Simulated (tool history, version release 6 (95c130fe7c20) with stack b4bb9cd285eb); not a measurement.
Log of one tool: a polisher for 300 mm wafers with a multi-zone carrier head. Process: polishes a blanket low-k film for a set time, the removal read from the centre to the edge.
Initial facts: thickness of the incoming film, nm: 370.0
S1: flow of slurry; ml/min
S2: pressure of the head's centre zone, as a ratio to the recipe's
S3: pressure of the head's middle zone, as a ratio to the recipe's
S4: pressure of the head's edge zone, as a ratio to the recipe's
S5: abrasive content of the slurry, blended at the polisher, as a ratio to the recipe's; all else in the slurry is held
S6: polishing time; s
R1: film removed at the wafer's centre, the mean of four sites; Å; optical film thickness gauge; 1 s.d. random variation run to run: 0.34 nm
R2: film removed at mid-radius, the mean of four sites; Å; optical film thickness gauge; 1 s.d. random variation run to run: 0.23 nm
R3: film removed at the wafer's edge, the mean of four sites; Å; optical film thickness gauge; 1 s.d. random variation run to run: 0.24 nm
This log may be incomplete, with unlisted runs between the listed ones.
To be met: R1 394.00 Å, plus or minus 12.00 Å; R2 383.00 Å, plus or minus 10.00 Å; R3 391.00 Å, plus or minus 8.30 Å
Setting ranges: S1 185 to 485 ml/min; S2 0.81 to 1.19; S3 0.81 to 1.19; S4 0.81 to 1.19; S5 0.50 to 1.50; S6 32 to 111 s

Run 1, day 0.000: S1 310 ml/min, S2 1.00, S3 1.00, S4 1.00, S5 1.00, S6 71 s. Result: R1 303.06 Å, R2 310.82 Å, R3 306.85 Å.
Run 2, day 0.058: S1 310 ml/min, S2 1.00, S3 1.00, S4 1.00, S5 1.00, S6 54 s. Result: R1 232.70 Å, R2 235.85 Å, R3 235.47 Å.
Run 3, day 0.142: S1 340 ml/min, S2 1.00, S3 1.00, S4 1.00, S5 1.00, S6 54 s. Result: R1 232.97 Å, R2 237.00 Å, R3 234.43 Å.
Run 4, day 0.488: S1 340 ml/min, S2 1.07, S3 1.00, S4 1.00, S5 1.00, S6 54 s. Result: R1 252.21 Å, R2 234.31 Å, R3 233.83 Å.
Run 5, day 0.679: S1 340 ml/min, S2 1.07, S3 1.00, S4 1.00, S5 1.00, S6 68 s. Result: R1 316.04 Å, R2 296.32 Å, R3 294.04 Å.
Run 6, day 0.854: S1 335 ml/min, S2 1.07, S3 1.01, S4 1.03, S5 1.10, S6 68 s. Result: R1 321.42 Å, R2 310.66 Å, R3 306.60 Å.
Run 7, day 1.117: S1 385 ml/min, S2 1.13, S3 1.01, S4 1.13, S5 1.35, S6 71 s. Result: R1 384.89 Å, R2 341.68 Å, R3 356.87 Å.
Run 8, day 1.400: S1 385 ml/min, S2 1.12, S3 1.02, S4 1.14, S5 1.40, S6 71 s. Result: R1 385.57 Å, R2 350.63 Å, R3 358.73 Å.
Run 9, day 1.471: S1 405 ml/min, S2 1.06, S3 1.03, S4 1.19, S5 1.50, S6 74 s. Result: R1 388.01 Å, R2 373.04 Å, R3 399.97 Å.

Which of these 5 next moves meets every target?
Run A, day 1.542: S1 470 ml/min, S2 1.00, S3 1.00, S4 1.06, S5 1.25, S6 77 s. Result: R1 ?, R2 ?, R3 ?.
Run B, day 1.542: S1 430 ml/min, S2 1.01, S3 0.93, S4 1.19, S5 1.20, S6 83 s. Result: R1 ?, R2 ?, R3 ?.
Run C, day 1.542: S1 485 ml/min, S2 1.07, S3 1.05, S4 1.17, S5 1.50, S6 74 s. Result: R1 ?, R2 ?, R3 ?.
Run D, day 1.542: S1 345 ml/min, S2 1.05, S3 0.96, S4 1.19, S5 1.50, S6 77 s. Result: R1 ?, R2 ?, R3 ?.
Run E, day 1.542: S1 390 ml/min, S2 1.15, S3 0.93, S4 1.15, S5 1.45, S6 76 s. Result: R1 ?, R2 ?, R3 ?.

move      R1      R2      R3
   A  366.07  362.29  369.18
   B  391.69  369.24  415.99
   C  396.70  376.45  392.47
   D  395.12  364.72  405.34
   E  427.46  353.55  392.11
A: takes the result that was furthest off past its target
B: its largest miss is bigger than the last run's
C: all results in spec
D: its largest miss is bigger than the last run's
E: meets the target for the result that was furthest off, but another lies outside its allowed miss
Move C is the one to make.
